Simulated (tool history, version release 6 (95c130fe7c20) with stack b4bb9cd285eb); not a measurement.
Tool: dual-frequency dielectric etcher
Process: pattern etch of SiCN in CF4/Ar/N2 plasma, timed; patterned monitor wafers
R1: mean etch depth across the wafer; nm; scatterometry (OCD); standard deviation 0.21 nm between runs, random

run 1 day=0.000 | source_power_(kW)=0.470 bias_power_(kW)=0.092 Ar_flow_(sccm)=84 CF4_flow_(sccm)=60 etch_time_(s)=114.5 | R1=114.68
run 2 day=0.167 | source_power_(kW)=0.520 bias_power_(kW)=0.092 Ar_flow_(sccm)=84 CF4_flow_(sccm)=60 etch_time_(s)=114.5 | R1=124.18
run 3 day=0.496 | source_power_(kW)=0.480 bias_power_(kW)=0.092 Ar_flow_(sccm)=84 CF4_flow_(sccm)=60 etch_time_(s)=114.5 | R1=116.60
run 4 day=0.629 | source_power_(kW)=0.480 bias_power_(kW)=0.092 Ar_flow_(sccm)=84 CF4_flow_(sccm)=65 etch_time_(s)=114.5 | R1=117.41
run 5 day=0.767 | source_power_(kW)=0.450 bias_power_(kW)=0.092 Ar_flow_(sccm)=84 CF4_flow_(sccm)=65 etch_time_(s)=114.5 | R1=111.79
run 6 day=1.092 | source_power_(kW)=0.530 bias_power_(kW)=0.092 Ar_flow_(sccm)=84 CF4_flow_(sccm)=65 etch_time_(s)=114.5 | R1=127.16
run 7 day=1.296 | source_power_(kW)=0.490 bias_power_(kW)=0.092 Ar_flow_(sccm)=84 CF4_flow_(sccm)=65 etch_time_(s)=114.5 | R1=119.65

Estimate the outcome of run 8 from the log above:
run 8 day=1.379 | source_power_(kW)=0.460 bias_power_(kW)=0.092 Ar_flow_(sccm)=84 CF4_flow_(sccm)=65 etch_time_(s)=114.5 | R1=?

R1: 113.20 nm
